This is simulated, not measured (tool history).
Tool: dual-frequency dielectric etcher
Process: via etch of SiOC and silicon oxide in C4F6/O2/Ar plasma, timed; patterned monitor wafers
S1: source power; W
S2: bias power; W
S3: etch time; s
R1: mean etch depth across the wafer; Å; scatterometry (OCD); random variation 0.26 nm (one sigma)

run	day	S1	S2	S3	R1
1	0	300	174	54	526.74
2	0.329	300	192	54	546.13
3	0.617	300	192	49.5	499.55
4	0.871	300	192	54	542.6
5	1.217	300	219	54	578.09
6	1.396	300	219	49.5	530.73

The next listed run, before its measurement:
7	1.475	260	195	49.5	?

R1: 466.04 Å

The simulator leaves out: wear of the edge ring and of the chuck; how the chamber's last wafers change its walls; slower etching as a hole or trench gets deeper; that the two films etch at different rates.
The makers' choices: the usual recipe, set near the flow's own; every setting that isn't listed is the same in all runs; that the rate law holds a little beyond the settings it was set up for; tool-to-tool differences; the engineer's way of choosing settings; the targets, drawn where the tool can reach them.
